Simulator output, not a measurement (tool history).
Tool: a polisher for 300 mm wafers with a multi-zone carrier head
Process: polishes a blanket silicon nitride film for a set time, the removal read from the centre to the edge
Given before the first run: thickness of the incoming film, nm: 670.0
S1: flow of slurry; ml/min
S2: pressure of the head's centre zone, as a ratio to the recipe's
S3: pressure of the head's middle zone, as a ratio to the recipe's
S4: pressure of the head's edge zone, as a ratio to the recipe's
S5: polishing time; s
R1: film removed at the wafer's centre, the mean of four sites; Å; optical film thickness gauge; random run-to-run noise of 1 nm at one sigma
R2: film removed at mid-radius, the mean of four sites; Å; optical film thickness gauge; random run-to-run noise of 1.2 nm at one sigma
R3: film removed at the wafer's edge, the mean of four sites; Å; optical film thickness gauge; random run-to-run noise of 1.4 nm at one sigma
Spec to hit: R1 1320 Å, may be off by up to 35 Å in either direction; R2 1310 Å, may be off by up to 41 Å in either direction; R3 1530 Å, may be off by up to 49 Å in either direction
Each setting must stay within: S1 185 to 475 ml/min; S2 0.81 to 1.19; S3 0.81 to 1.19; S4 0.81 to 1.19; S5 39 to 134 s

{"run": 1, "hour": 0.0, "S1": 305, "S2": 1, "S3": 1, "S4": 1, "S5": 86, "R1": 1850.9, "R2": 2042.1, "R3": 2094.5}
{"run": 2, "hour": 8.4, "S1": 330, "S2": 1, "S3": 1, "S4": 1, "S5": 86, "R1": 1860.3, "R2": 2082.2, "R3": 2104.5}
{"run": 3, "hour": 16.2, "S1": 330, "S2": 1, "S3": 0.95, "S4": 1, "S5": 86, "R1": 1871.9, "R2": 1999.8, "R3": 2112.4}
{"run": 4, "hour": 21.4, "S1": 330, "S2": 1, "S3": 1.03, "S4": 1, "S5": 86, "R1": 1863.2, "R2": 2167.3, "R3": 2117.5}
{"run": 5, "hour": 23.4, "S1": 330, "S2": 1, "S3": 1.03, "S4": 1.07, "S5": 86, "R1": 1875.6, "R2": 2153.7, "R3": 2202.7}
{"run": 6, "hour": 32.1, "S1": 315, "S2": 0.99, "S3": 0.99, "S4": 1.04, "S5": 82, "R1": 1754.3, "R2": 1958.7, "R3": 2065}
{"run": 7, "hour": 34.9, "S1": 300, "S2": 0.98, "S3": 0.96, "S4": 1.01, "S5": 79, "R1": 1664.4, "R2": 1832.9, "R3": 1961.5}
{"hour": 38.0, "done": "centre zone pressure recalibrated"}
{"run": 8, "hour": 38.0, "S1": 280, "S2": 0.96, "S3": 0.86, "S4": 0.91, "S5": 58, "R1": 1315, "R2": 1204.7, "R3": 1350}
{"run": 9, "hour": 42.1, "S1": 280, "S2": 0.96, "S3": 0.86, "S4": 0.91, "S5": 58, "R1": 1305, "R2": 1240.1, "R3": 1347.6}
{"run": 10, "hour": 45.6, "S1": 290, "S2": 0.96, "S3": 0.86, "S4": 0.93, "S5": 58, "R1": 1299.5, "R2": 1233, "R3": 1372.3}
{"run": 11, "hour": 48.5, "S1": 295, "S2": 0.96, "S3": 0.86, "S4": 0.95, "S5": 58, "R1": 1301.1, "R2": 1222.1, "R3": 1375.7}
{"run": 12, "hour": 52.7, "S1": 295, "S2": 0.96, "S3": 0.87, "S4": 0.97, "S5": 58, "R1": 1303.4, "R2": 1264.4, "R3": 1388.4}
{"run": 13, "hour": 59.6, "S1": 285, "S2": 0.96, "S3": 0.86, "S4": 1, "S5": 59, "R1": 1331.1, "R2": 1236.6, "R3": 1435.4}
{"run": 14, "hour": 65.3, "S1": 290, "S2": 0.96, "S3": 0.87, "S4": 1.01, "S5": 59, "R1": 1336.6, "R2": 1278, "R3": 1451.8}

Next run, 4 choices. One meets every target within its allowed miss, the rest don't. Which?
{"run": "A", "hour": 71.0, "S1": 250, "S2": 0.93, "S3": 0.9, "S4": 0.99, "S5": 64, "R1": "?", "R2": "?", "R3": "?"}
{"run": "B", "hour": 71.0, "S1": 320, "S2": 1.05, "S3": 0.96, "S4": 0.94, "S5": 56, "R1": "?", "R2": "?", "R3": "?"}
{"run": "C", "hour": 71.0, "S1": 225, "S2": 0.92, "S3": 0.81, "S4": 1.02, "S5": 62, "R1": "?", "R2": "?", "R3": "?"}
{"run": "D", "hour": 71.0, "S1": 255, "S2": 0.91, "S3": 0.85, "S4": 1, "S5": 63, "R1": "?", "R2": "?", "R3": "?"}

move=A R1=1382.5 R2=1377.8 R3=1570
move=B R1=1398.9 R2=1297.7 R3=1360.1
move=C R1=1309.9 R2=1212.3 R3=1533.8
move=D R1=1333.5 R2=1296.1 R3=1556
A: meets the target for the result that was furthest off, but another lies outside its allowed miss
B: further off than the last run
C: meets the target for the result that was furthest off, but another lies outside its allowed miss
D: all results land within tolerance of their targets
The right move is D.
